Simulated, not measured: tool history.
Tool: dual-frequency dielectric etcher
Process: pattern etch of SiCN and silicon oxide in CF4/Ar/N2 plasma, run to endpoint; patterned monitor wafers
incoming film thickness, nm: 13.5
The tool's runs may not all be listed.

run  hour  source power (kW)  bias power (kW)  Ar flow (sccm)  CF4 flow (sccm)  endpoint time (s)
  1     0               0.45            0.093              94               56             16.858
  2   5.6               0.45            0.105              94               56             16.291
  3   8.7               0.45            0.105              82               56             16.168
  4  15.7               0.45            0.111              82               56             15.522
  5  19.1               0.45            0.127              82               56             14.648
  6  20.2               0.41            0.125              83               56             16.317

The next listed run, before its measurement:
  7    24               0.38            0.124              83               56                  ?

Run 7 gave endpoint time (s) 17.612.

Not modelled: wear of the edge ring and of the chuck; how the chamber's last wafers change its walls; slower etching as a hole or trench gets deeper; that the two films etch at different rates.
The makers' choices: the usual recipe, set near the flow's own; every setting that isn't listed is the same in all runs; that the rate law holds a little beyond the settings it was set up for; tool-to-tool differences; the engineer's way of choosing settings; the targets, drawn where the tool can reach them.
